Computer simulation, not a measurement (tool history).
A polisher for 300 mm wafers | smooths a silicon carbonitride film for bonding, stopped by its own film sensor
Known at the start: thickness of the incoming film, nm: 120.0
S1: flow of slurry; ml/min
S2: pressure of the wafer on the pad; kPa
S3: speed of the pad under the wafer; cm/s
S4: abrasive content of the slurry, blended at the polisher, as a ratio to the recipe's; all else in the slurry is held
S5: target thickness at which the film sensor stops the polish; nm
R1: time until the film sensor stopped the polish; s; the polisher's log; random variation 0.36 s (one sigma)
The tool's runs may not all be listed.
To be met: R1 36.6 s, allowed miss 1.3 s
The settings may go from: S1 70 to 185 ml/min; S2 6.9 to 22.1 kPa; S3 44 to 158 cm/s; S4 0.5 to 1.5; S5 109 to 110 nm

run	day	S1	S2	S3	S4	S5	R1
1	0	120	14.5	100	1	109	43.456
2	0.129	95	14.5	100	1	109	45.883
3	0.317	95	11.7	100	1	109	55.363
4	0.525	100	12.4	100	1	109	52.666
5	0.783	100	12.4	80	1	109	59.342
6	0.921	105	13.1	80	1	109	55.826
7	1.158	110	13.8	80	1	109	53.27
8	1.529	110	13.8	80	1	109	53.569
9	1.879	115	14.5	80	1	109	49.722
10	1.967	120	15.2	80	1	109	47.293
11	2.104	120	15.2	80	1	109	46.741
12	2.158	125	15.2	80	1	109	46.608
13	2.433	125	15.2	80	1	109	47.547

Which of these 5 next moves meets every target?
A	2.708	155	14.5	86	1.3	110	?
B	2.708	135	14.5	48	1	109	?
C	2.708	130	11.7	60	0.9	109	?
D	2.708	135	12.4	84	0.85	109	?
E	2.708	115	15.9	86	1	110	?

move	R1
A	36.921
B	63.095
C	72.67
D	57.907
E	39.727
A: meets every target
B: further off than the last run
C: further off than the last run
D: further off than the last run
E: nearer than the last run, and not there yet
Answer: A
